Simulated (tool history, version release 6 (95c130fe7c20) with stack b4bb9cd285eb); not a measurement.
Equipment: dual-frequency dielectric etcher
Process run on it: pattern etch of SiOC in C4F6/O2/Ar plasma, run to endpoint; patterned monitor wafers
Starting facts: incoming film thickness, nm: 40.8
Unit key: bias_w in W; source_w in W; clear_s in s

{"run": 1, "hour": 0.0, "bias_w": 341, "source_w": 440, "clear_s": 15.965}
{"run": 2, "hour": 0.9, "bias_w": 341, "source_w": 500, "clear_s": 14.966}
{"run": 3, "hour": 8.7, "bias_w": 308, "source_w": 460, "clear_s": 15.804}
{"run": 4, "hour": 14.3, "bias_w": 308, "source_w": 490, "clear_s": 15.6}
{"run": 5, "hour": 23.3, "bias_w": 330, "source_w": 490, "clear_s": 15.066}
{"run": 6, "hour": 23.8, "bias_w": 302, "source_w": 450, "clear_s": 16.113}

The next listed run, before its measurement:
{"run": 7, "hour": 24.8, "bias_w": 282, "source_w": 410, "clear_s": "?"}

Run 7 measured clear_s 17.309 s.
